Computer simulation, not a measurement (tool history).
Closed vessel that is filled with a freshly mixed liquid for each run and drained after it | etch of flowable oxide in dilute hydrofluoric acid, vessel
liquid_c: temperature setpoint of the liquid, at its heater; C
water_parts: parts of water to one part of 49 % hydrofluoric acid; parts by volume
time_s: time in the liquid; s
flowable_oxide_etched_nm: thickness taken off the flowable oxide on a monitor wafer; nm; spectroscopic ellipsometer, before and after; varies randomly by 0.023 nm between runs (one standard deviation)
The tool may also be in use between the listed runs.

run  hour  liquid_c  water_parts  time_s  flowable_oxide_etched_nm
  1     0        24          260      30                       2.8
  2   8.5      27.5          260      30                    3.1321
  3  13.8      27.5          260      30                    3.1861
  4    16      27.5          175      30                    5.1259
  5  16.6      27.5          175      30                    5.1281
  6  19.1      27.5          175      30                    5.1672
  7  24.3      24.5          200      30                    3.9147
  8  26.2        22          215      30                    3.2306
  9  28.6      20.5          220      30                    3.0234
 10  36.2      19.5          225      30                    2.7894
 11  41.1      18.5          230      30                     2.674

The next listed run, before its measurement:
 12  47.9        18          235      30                         ?

{"run 12": {"flowable_oxide_etched_nm": 2.5077}}
